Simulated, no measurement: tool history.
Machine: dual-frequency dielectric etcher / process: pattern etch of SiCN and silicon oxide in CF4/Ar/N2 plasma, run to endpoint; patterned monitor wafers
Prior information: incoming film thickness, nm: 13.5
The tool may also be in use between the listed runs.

run	day	source power (W)	bias power (W)	Ar flow (sccm)	CF4 flow (sccm)	endpoint time (s)
1	0	590	55	138	58	13.687
2	0.275	590	55	138	63	13.611
3	0.408	640	55	138	63	12.9
4	0.692	540	55	138	63	14.322
5	1.067	540	55	157	63	14.654
6	1.358	540	61	157	63	14.107
7	1.675	610	61	157	63	13.166
8	2.029	670	61	157	63	12.475
9	2.354	710	61	157	63	12.045
10	2.538	740	61	157	63	11.694

Run 11, settings as shown, results not yet in. Your forecast:
11	2.892	760	61	157	63	?

{"run 11": {"endpoint time (s)": 11.49}}
